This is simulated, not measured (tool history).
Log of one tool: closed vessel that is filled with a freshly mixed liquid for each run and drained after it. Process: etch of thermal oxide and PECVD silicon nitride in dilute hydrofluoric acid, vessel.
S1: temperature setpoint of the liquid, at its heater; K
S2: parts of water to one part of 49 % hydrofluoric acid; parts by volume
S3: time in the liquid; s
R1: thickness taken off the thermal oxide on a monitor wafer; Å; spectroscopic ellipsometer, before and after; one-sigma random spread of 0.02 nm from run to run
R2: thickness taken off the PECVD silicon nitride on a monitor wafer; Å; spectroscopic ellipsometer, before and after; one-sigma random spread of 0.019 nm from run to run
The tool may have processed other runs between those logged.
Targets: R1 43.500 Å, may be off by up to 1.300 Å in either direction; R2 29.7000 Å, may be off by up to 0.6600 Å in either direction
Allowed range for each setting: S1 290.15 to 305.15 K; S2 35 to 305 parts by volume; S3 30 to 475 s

{"run": 1, "day": 0.0, "S1": 297.15, "S2": 170, "S3": 245, "R1": 56.788, "R2": 38.149}
{"run": 2, "day": 0.212, "S1": 297.15, "S2": 170, "S3": 160, "R1": 37.142, "R2": 24.932}
{"run": 3, "day": 0.454, "S1": 297.15, "S2": 170, "S3": 60, "R1": 14.108, "R2": 9.3526}
{"run": 4, "day": 0.558, "S1": 299.15, "S2": 130, "S3": 60, "R1": 20.664, "R2": 13.904}
{"run": 5, "day": 0.862, "S1": 299.15, "S2": 75, "S3": 60, "R1": 38.789, "R2": 23.936}
{"run": 6, "day": 1.229, "S1": 300.15, "S2": 70, "S3": 60, "R1": 42.817, "R2": 27.57}
{"run": 7, "day": 1.579, "S1": 300.65, "S2": 70, "S3": 60, "R1": 44.164, "R2": 28.043}
{"run": 8, "day": 1.875, "S1": 301.15, "S2": 75, "S3": 60, "R1": 41.564, "R2": 27.207}
{"run": 9, "day": 1.996, "S1": 303.15, "S2": 75, "S3": 60, "R1": 44.64, "R2": 30.923}

Exactly one of the 5 candidate moves below puts every result within its allowed miss. Which one?
{"run": "A", "day": 2.117, "S1": 301.15, "S2": 35, "S3": 30, "R1": "?", "R2": "?"}
{"run": "B", "day": 2.117, "S1": 300.15, "S2": 125, "S3": 115, "R1": "?", "R2": "?"}
{"run": "C", "day": 2.117, "S1": 303.65, "S2": 100, "S3": 80, "R1": "?", "R2": "?"}
{"run": "D", "day": 2.117, "S1": 302.65, "S2": 125, "S3": 110, "R1": "?", "R2": "?"}
{"run": "E", "day": 2.117, "S1": 300.15, "S2": 150, "S3": 145, "R1": "?", "R2": "?"}

move=A R1=47.242 R2=29.1460
move=B R1=43.073 R2=29.7040
move=C R1=44.177 R2=32.2300
move=D R1=45.230 R2=33.2490
move=E R1=43.869 R2=31.2080
A: corrects the largest miss of the last run, while another result sits out of spec
B: each result inside its tolerance
C: moves away from the targets compared with the last run
D: moves away from the targets compared with the last run
E: moves away from the targets compared with the last run
Go with B: it meets all targets.

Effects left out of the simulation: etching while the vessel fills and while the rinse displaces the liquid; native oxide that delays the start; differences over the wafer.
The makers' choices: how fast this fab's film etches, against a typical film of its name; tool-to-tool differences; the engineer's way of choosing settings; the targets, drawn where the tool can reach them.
